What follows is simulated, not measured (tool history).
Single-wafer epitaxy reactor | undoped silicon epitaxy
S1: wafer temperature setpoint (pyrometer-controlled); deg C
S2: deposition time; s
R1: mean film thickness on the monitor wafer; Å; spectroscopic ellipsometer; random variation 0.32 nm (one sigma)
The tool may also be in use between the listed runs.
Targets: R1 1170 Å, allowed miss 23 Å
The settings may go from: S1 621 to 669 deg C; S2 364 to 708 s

{"run": 1, "hour": 0.0, "S1": 645, "S2": 536, "R1": 908.6}
{"run": 2, "hour": 3.6, "S1": 651, "S2": 536, "R1": 1028.8}
{"run": 3, "hour": 7.1, "S1": 656, "S2": 536, "R1": 1137.4}
{"run": 4, "hour": 8.2, "S1": 656, "S2": 602, "R1": 1274.8}
{"run": 5, "hour": 14.0, "S1": 656, "S2": 657, "R1": 1395.7}
{"run": 6, "hour": 22.9, "S1": 666, "S2": 657, "R1": 1709.5}
{"run": 7, "hour": 27.5, "S1": 663, "S2": 656, "R1": 1600.1}
{"run": 8, "hour": 35.9, "S1": 661, "S2": 656, "R1": 1536}
{"run": 9, "hour": 40.2, "S1": 659, "S2": 656, "R1": 1477.8}

Which of these 5 next moves meets every target?
{"run": "A", "hour": 44.5, "S1": 649, "S2": 556, "R1": "?"}
{"run": "B", "hour": 44.5, "S1": 652, "S2": 599, "R1": "?"}
{"run": "C", "hour": 44.5, "S1": 667, "S2": 681, "R1": "?"}
{"run": "D", "hour": 44.5, "S1": 652, "S2": 634, "R1": "?"}
{"run": "E", "hour": 44.5, "S1": 663, "S2": 557, "R1": "?"}

move=A R1=1019.9
move=B R1=1167.9
move=C R1=1791.6
move=D R1=1236.2
move=E R1=1354
A: takes the result that was furthest off past its target
B: meets every target
C: further off than the last run
D: nearer than the last run, and not there yet
E: nearer than the last run, and not there yet
The right move is B.
